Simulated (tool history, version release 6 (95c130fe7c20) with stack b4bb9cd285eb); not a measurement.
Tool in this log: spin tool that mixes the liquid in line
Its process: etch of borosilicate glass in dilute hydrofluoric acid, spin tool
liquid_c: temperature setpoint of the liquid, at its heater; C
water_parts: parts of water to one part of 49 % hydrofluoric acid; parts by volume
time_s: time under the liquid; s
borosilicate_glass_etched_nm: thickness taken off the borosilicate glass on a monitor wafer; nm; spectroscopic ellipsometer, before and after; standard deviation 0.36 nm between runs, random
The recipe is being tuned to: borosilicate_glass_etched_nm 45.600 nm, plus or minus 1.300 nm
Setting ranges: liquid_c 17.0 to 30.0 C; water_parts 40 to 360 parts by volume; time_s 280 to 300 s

run	day	liquid_c	water_parts	time_s	borosilicate_glass_etched_nm
1	0.000	22.0	200	280	27.956
2	0.212	22.0	200	300	30.262
3	0.283	24.5	195	300	34.315
4	0.638	27.5	195	300	38.088
5	0.892	27.5	195	300	37.709
6	1.046	28.0	190	300	40.157
7	1.308	28.5	185	300	41.686
8	1.367	29.0	185	300	42.614
9	1.742	29.5	185	300	43.195

Of the 5 settings listed for the next run, only one would bring every result within its allowed miss of target. Which one?
A	2.117	24.5	155	300	?
B	2.117	30.0	195	300	?
C	2.117	29.5	190	295	?
D	2.117	30.0	175	300	?
E	2.117	29.0	165	300	?

move	borosilicate_glass_etched_nm
A	45.162
B	41.789
C	41.702
D	47.745
E	49.489
A: each result inside its tolerance
B: misses by more than the last run did
C: misses by more than the last run did
D: pushes the last run's worst result past its target
E: pushes the last run's worst result past its target
A is the move that brings every result within its allowed miss.
